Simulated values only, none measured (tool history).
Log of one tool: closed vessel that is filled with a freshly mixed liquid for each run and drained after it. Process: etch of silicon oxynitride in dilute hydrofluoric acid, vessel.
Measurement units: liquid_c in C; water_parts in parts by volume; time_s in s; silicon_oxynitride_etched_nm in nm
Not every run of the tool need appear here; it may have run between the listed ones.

run 1 hour=0 | liquid_c=20 water_parts=50 time_s=770 | silicon_oxynitride_etched_nm=27.042
run 2 hour=6.5 | liquid_c=22.5 water_parts=50 time_s=770 | silicon_oxynitride_etched_nm=30.375
run 3 hour=11.8 | liquid_c=24.5 water_parts=50 time_s=770 | silicon_oxynitride_etched_nm=33.639
run 4 hour=17.1 | liquid_c=25.5 water_parts=50 time_s=770 | silicon_oxynitride_etched_nm=35.716
run 5 hour=24.6 | liquid_c=26.5 water_parts=50 time_s=770 | silicon_oxynitride_etched_nm=37.487
run 6 hour=31.1 | liquid_c=26.5 water_parts=65 time_s=770 | silicon_oxynitride_etched_nm=28.11
run 7 hour=36.9 | liquid_c=27 water_parts=60 time_s=770 | silicon_oxynitride_etched_nm=31.56
run 8 hour=39.9 | liquid_c=27 water_parts=60 time_s=770 | silicon_oxynitride_etched_nm=31.539
run 9 hour=42.2 | liquid_c=27.5 water_parts=55 time_s=770 | silicon_oxynitride_etched_nm=35.422
run 10 hour=49 | liquid_c=28 water_parts=50 time_s=770 | silicon_oxynitride_etched_nm=39.988
run 11 hour=55.9 | liquid_c=27.5 water_parts=50 time_s=770 | silicon_oxynitride_etched_nm=38.896
run 12 hour=61.8 | liquid_c=28 water_parts=50 time_s=770 | silicon_oxynitride_etched_nm=39.805
run 13 hour=63.4 | liquid_c=28 water_parts=50 time_s=770 | silicon_oxynitride_etched_nm=40.093

What will run 14 give?
run 14 hour=70.7 | liquid_c=27.5 water_parts=50 time_s=770 | silicon_oxynitride_etched_nm=?

{"run 14": {"silicon_oxynitride_etched_nm": 39.183}}
